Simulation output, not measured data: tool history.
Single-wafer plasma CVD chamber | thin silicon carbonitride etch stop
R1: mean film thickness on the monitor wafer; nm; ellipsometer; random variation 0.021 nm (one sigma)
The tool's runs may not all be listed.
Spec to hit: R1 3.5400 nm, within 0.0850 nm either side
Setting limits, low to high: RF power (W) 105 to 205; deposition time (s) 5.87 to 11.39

{"run": 1, "hour": 0.0, "RF power (W)": 155, "deposition time (s)": 8.63, "R1": 4.5698}
{"run": 2, "hour": 1.4, "RF power (W)": 175, "deposition time (s)": 8.63, "R1": 4.707}
{"run": 3, "hour": 8.2, "RF power (W)": 160, "deposition time (s)": 8.63, "R1": 4.5957}
{"run": 4, "hour": 9.0, "RF power (W)": 170, "deposition time (s)": 8.63, "R1": 4.6855}
{"run": 5, "hour": 10.9, "RF power (W)": 160, "deposition time (s)": 8.12, "R1": 4.353}
{"run": 6, "hour": 15.6, "RF power (W)": 155, "deposition time (s)": 7.72, "R1": 4.0604}
{"run": 7, "hour": 22.0, "RF power (W)": 155, "deposition time (s)": 7.72, "R1": 4.1178}
{"run": 8, "hour": 23.0, "RF power (W)": 150, "deposition time (s)": 7.45, "R1": 3.9054}
{"run": 9, "hour": 28.0, "RF power (W)": 145, "deposition time (s)": 7.33, "R1": 3.8024}
{"run": 10, "hour": 34.1, "RF power (W)": 140, "deposition time (s)": 7.26, "R1": 3.7265}
{"run": 11, "hour": 38.9, "RF power (W)": 135, "deposition time (s)": 7.22, "R1": 3.7265}
{"run": 12, "hour": 47.3, "RF power (W)": 135, "deposition time (s)": 7.14, "R1": 3.649}

Below are 4 possible settings for the next run. Only one of them brings all results inside the allowed miss of their targets. Which is it?
{"run": "A", "hour": 55.7, "RF power (W)": 135, "deposition time (s)": 7.35, "R1": "?"}
{"run": "B", "hour": 55.7, "RF power (W)": 105, "deposition time (s)": 7.38, "R1": "?"}
{"run": "C", "hour": 55.7, "RF power (W)": 140, "deposition time (s)": 7.24, "R1": "?"}
{"run": "D", "hour": 55.7, "RF power (W)": 150, "deposition time (s)": 7.26, "R1": "?"}

move=A R1=3.7365
move=B R1=3.5280
move=C R1=3.7143
move=D R1=3.7901
A: its largest miss is bigger than the last run's
B: all results in spec
C: its largest miss is bigger than the last run's
D: its largest miss is bigger than the last run's
B meets every target.

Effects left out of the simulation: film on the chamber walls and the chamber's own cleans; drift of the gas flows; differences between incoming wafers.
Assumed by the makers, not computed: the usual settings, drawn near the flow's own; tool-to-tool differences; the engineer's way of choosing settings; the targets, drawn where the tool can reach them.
